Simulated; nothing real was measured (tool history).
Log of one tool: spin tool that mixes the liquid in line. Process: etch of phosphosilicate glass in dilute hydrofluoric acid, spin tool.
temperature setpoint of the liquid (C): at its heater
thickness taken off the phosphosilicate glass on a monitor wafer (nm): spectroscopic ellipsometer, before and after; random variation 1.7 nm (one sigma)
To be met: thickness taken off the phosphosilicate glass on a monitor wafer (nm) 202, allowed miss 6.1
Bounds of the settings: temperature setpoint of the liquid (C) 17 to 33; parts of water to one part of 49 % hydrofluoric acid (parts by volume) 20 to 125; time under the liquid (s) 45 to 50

run	hour	temperature setpoint of the liquid (C)	parts of water to one part of 49 % hydrofluoric acid (parts by volume)	time under the liquid (s)	thickness taken off the phosphosilicate glass on a monitor wafer (nm)
1	0	25	70	45	108.07
2	4.9	26	70	45	113.71
3	11.9	26	70	45	113.82
4	18.3	26.5	70	45	114.62
5	21	26.5	70	45	117.71
6	29	29.5	70	45	129.8
7	31.6	30	70	45	134.09
8	35.6	30.5	70	45	134.45
9	42.1	31	70	45	135.34
10	45.3	33	45	45	242.48
11	47.5	32.5	45	45	236.91
12	49.7	32	45	45	232.77
13	58.6	31.5	45	45	229.1
14	66.1	31	45	45	218.98
15	66.8	30	45	45	215.76

5 next moves are on the table. One of them brings every result within its allowed miss. Which?
A	67.5	24.5	40	50	?
B	67.5	30	55	50	?
C	67.5	32	55	45	?
D	67.5	29	50	45	?
E	67.5	31.5	50	45	?

move	thickness taken off the phosphosilicate glass on a monitor wafer (nm)
A	213.16
B	189.25
C	184.04
D	181.5
E	200.17
A: nearer than the last run, and not there yet
B: takes the result that was furthest off past its target
C: takes the result that was furthest off past its target
D: takes the result that was furthest off past its target
E: meets every target
Move E is the one to make.

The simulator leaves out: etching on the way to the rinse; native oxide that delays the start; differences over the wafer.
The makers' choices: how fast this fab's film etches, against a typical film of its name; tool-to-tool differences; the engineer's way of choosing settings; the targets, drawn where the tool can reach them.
